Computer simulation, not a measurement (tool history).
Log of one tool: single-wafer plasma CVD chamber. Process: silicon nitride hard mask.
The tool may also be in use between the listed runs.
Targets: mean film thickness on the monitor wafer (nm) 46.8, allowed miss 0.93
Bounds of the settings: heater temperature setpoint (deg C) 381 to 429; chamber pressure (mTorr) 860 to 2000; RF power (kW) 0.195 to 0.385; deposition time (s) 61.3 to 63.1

run	hour	heater temperature setpoint (deg C)	chamber pressure (mTorr)	RF power (kW)	deposition time (s)	mean film thickness on the monitor wafer (nm)
1	0	405	1430	0.29	61.3	65.557
2	3	405	1430	0.29	63.1	68.255
3	4.4	405	1430	0.29	63.1	68.344
4	10.9	405	1370	0.28	62.9	65.435
5	15.2	405	1320	0.27	62.7	61.934
6	23	405	1170	0.27	62.7	59.338
7	31.6	405	1140	0.265	62.6	57.778
8	36.8	405	1110	0.26	62.6	56.064
9	42.1	405	1090	0.255	62.6	55.168
10	48.2	405	1070	0.25	62.6	53.139
11	53	405	860	0.22	62.3	42.556
12	60	405	890	0.22	62.3	42.966
13	68.1	405	920	0.22	62.3	43.783
14	74.4	405	940	0.22	62.3	44.412
15	76.7	405	950	0.22	62.3	44.349
16	77.9	405	950	0.22	62.3	44.71
17	86.6	405	960	0.22	62.3	44.274
18	93.5	405	980	0.22	62.3	44.388
19	94.3	405	1000	0.22	62.3	44.826
20	98.3	405	1010	0.22	62.3	45.085
21	106.3	405	1010	0.22	62.3	44.646
22	109.8	405	1030	0.22	62.3	45.873
23	112.7	405	1040	0.22	62.3	45.867

5 next moves are on the table. One of them brings every result within its allowed miss. Which?
A	115.6	410	1030	0.22	61.7	?
B	115.6	406	920	0.235	62.1	?
C	115.6	391	900	0.225	62.3	?
D	115.6	405	1130	0.205	63.1	?
E	115.6	397	890	0.225	62.9	?

move	mean film thickness on the monitor wafer (nm)
A	44.875
B	46.676
C	44.525
D	43.726
E	44.655
A: further off than the last run
B: meets every target
C: further off than the last run
D: further off than the last run
E: further off than the last run
The right move is B.
